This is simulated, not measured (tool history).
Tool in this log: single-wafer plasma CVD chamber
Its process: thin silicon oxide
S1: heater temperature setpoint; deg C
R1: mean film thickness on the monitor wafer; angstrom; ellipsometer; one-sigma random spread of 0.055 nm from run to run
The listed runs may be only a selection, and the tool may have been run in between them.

{"run": 1, "hour": 0.0, "S1": 400, "chamber pressure (Torr)": 0.627, "RF power (W)": 345, "deposition time (s)": 8.6, "R1": 123.24}
{"run": 2, "hour": 4.1, "S1": 400, "chamber pressure (Torr)": 0.604, "RF power (W)": 345, "deposition time (s)": 8.6, "R1": 118.29}
{"run": 3, "hour": 10.3, "S1": 400, "chamber pressure (Torr)": 0.587, "RF power (W)": 345, "deposition time (s)": 8.6, "R1": 114.55}
{"run": 4, "hour": 14.2, "S1": 400, "chamber pressure (Torr)": 0.575, "RF power (W)": 345, "deposition time (s)": 8.6, "R1": 113.41}
{"run": 5, "hour": 16.1, "S1": 400, "chamber pressure (Torr)": 0.575, "RF power (W)": 345, "deposition time (s)": 8.6, "R1": 111.69}
{"run": 6, "hour": 16.9, "S1": 400, "chamber pressure (Torr)": 0.575, "RF power (W)": 345, "deposition time (s)": 8.6, "R1": 111.47}
{"run": 7, "hour": 23.1, "S1": 400, "chamber pressure (Torr)": 0.568, "RF power (W)": 345, "deposition time (s)": 8.6, "R1": 111.97}

Run 8 has not been measured yet. What should we expect?
{"run": 8, "hour": 27.6, "S1": 400, "chamber pressure (Torr)": 0.559, "RF power (W)": 345, "deposition time (s)": 8.6, "R1": "?"}

Logged for run 8: R1 111.03 angstrom.

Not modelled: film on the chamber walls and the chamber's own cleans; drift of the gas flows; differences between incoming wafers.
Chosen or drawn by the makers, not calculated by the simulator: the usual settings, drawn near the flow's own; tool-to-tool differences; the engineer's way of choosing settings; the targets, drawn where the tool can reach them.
